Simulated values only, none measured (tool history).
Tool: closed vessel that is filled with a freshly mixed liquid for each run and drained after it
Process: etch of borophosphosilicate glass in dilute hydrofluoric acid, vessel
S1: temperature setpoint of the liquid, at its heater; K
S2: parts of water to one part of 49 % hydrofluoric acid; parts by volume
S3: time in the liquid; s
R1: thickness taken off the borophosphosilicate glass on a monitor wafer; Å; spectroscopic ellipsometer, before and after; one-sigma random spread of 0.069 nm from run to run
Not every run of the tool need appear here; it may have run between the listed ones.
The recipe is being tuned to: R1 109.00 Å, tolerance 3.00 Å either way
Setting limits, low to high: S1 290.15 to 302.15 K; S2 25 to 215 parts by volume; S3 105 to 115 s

run	hour	S1	S2	S3	R1
1	0.0	294.15	120	105	222.51
2	8.4	293.65	130	105	199.30
3	10.7	293.15	135	105	188.64
4	16.1	291.15	135	105	173.29
5	23.4	293.65	135	105	192.54
6	30.7	296.15	135	105	211.17
7	31.8	295.15	140	105	193.38
8	40.1	295.15	140	105	196.69
9	45.4	294.65	145	105	185.08
10	52.5	294.15	150	105	173.15
11	59.1	293.65	155	105	163.30
12	64.2	290.15	190	105	113.16

Which of these 4 next moves meets every target?
A	69.3	290.65	200	115	?
B	69.3	290.15	195	115	?
C	69.3	291.15	205	115	?
D	69.3	290.15	195	105	?

move	R1
A	117.83
B	119.01
C	116.70
D	108.66
A: its largest miss is bigger than the last run's
B: its largest miss is bigger than the last run's
C: its largest miss is bigger than the last run's
D: every result lands within tolerance
Move D is the one to make.
